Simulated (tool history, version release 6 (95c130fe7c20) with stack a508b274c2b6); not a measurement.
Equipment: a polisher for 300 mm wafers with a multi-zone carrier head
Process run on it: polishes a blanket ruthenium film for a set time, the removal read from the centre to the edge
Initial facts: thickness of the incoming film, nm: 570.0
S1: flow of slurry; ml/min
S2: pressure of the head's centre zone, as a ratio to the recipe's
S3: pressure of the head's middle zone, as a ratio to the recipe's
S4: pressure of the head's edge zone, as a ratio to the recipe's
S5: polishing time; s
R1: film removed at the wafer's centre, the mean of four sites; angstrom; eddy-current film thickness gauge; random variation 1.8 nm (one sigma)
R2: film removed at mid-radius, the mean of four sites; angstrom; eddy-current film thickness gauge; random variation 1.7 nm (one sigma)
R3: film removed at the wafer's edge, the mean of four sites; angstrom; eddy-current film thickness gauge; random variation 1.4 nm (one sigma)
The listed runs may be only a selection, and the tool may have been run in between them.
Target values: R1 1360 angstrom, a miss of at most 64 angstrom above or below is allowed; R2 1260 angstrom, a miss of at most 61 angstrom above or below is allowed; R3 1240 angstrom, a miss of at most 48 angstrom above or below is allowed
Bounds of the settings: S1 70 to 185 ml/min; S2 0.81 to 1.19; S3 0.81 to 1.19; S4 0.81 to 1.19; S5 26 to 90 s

run 1 hour=0 | S1=120 S2=1 S3=1 S4=1 S5=58 | R1=1021.8 R2=1003.3 R3=1001.1
run 2 hour=0.6 | S1=120 S2=1 S3=1 S4=1.05 S5=58 | R1=988.8 R2=1043.6 R3=1039.7
run 3 hour=4.1 | S1=125 S2=1.03 S3=1 S4=1.06 S5=59 | R1=1079.9 R2=1058.5 R3=1042.5
run 4 hour=5.9 | S1=125 S2=1.03 S3=0.93 S4=1.06 S5=59 | R1=1057.6 R2=1008.7 R3=1041.1
run 5 hour=11.8 | S1=100 S2=1.03 S3=0.93 S4=1.06 S5=59 | R1=1039.2 R2=943.32 R3=1031
run 6 hour=16.5 | S1=100 S2=1.03 S3=0.93 S4=1.06 S5=49 | R1=839.67 R2=798.37 R3=851.65
run 7 hour=18.3 | S1=105 S2=1.04 S3=0.95 S4=1.07 S5=52 | R1=919.75 R2=872.07 R3=917.22
run 8 hour=25.9 | S1=105 S2=1.05 S3=0.97 S4=1.08 S5=55 | R1=974.66 R2=937.45 R3=954.93
run 9 hour=27.8 | S1=105 S2=1.05 S3=0.97 S4=1.08 S5=55 | R1=971.07 R2=923.29 R3=981.3
run 10 hour=29.2 | S1=105 S2=1.05 S3=0.97 S4=1.08 S5=55 | R1=965.61 R2=929.75 R3=972.73
run 11 hour=35.6 | S1=110 S2=1.07 S3=0.98 S4=1.09 S5=57 | R1=1019.7 R2=968.72 R3=1037.5
run 12 hour=40.5 | S1=140 S2=1.17 S3=1.08 S4=1.02 S5=64 | R1=1328 R2=1231.7 R3=1152.4
run 13 hour=46.2 | S1=140 S2=1.17 S3=1.08 S4=1.04 S5=64 | R1=1366.7 R2=1234.3 R3=1177.8
run 14 hour=54.6 | S1=140 S2=1.16 S3=1.08 S4=1.05 S5=64 | R1=1359.2 R2=1236.7 R3=1174
run 15 hour=61.9 | S1=140 S2=1.15 S3=1.08 S4=1.06 S5=64 | R1=1310.3 R2=1186.1 R3=1182.5
run 16 hour=66.5 | S1=140 S2=1.15 S3=1.09 S4=1.06 S5=64 | R1=1291.3 R2=1245.1 R3=1162.7
run 17 hour=72.9 | S1=140 S2=1.15 S3=1.08 S4=1.07 S5=64 | R1=1308.9 R2=1220.8 R3=1211.9

Below are 5 possible settings for the next run. Only one of them brings all results inside the allowed miss of their targets. Which is it?
run A hour=79.3 | S1=140 S2=1.04 S3=1.05 S4=1.14 S5=66 | R1=? R2=? R3=?
run B hour=79.3 | S1=150 S2=1.19 S3=0.98 S4=1.15 S5=63 | R1=? R2=? R3=?
run C hour=79.3 | S1=130 S2=1.06 S3=1.13 S4=1.12 S5=67 | R1=? R2=? R3=?
run D hour=79.3 | S1=160 S2=1.16 S3=0.94 S4=1.14 S5=64 | R1=? R2=? R3=?
run E hour=79.3 | S1=135 S2=1.14 S3=1.06 S4=1.04 S5=68 | R1=? R2=? R3=?

move=A R1=1211.3 R2=1221.3 R3=1266.6
move=B R1=1342.1 R2=1131.3 R3=1226
move=C R1=1234.6 R2=1279.6 R3=1260.8
move=D R1=1344.9 R2=1133.9 R3=1250.1
move=E R1=1358.6 R2=1256.8 R3=1240
A: misses by more than the last run did
B: the furthest-off result lands on target, but another misses its tolerance
C: misses by more than the last run did
D: the furthest-off result lands on target, but another misses its tolerance
E: every result within its allowed miss
Answer: E
